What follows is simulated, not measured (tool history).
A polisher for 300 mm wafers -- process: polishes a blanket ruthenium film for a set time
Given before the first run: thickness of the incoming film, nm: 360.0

run  hour  flow of slurry (ml/min)  pressure of the wafer on the pad (kPa)  speed of the pad under the wafer (cm/s)  polishing time (s)  film removed (nm)
  1   0.0                      275                                    15.9                                       80                  48             59.571
  2   1.2                      275                                    14.5                                       80                  48             54.319
  3   2.9                      275                                    14.5                                       80                  48             54.127
  4   8.7                      245                                    14.5                                       80                  48             53.795
  5  11.2                      245                                    14.5                                       66                  48             47.335
  6  16.9                      310                                    14.5                                       66                  48             48.394

Predict the results of run 7:
  7  19.7                      315                                    16.5                                       66                  48                  ?

{"run 7": {"film removed (nm)": 55.219}}

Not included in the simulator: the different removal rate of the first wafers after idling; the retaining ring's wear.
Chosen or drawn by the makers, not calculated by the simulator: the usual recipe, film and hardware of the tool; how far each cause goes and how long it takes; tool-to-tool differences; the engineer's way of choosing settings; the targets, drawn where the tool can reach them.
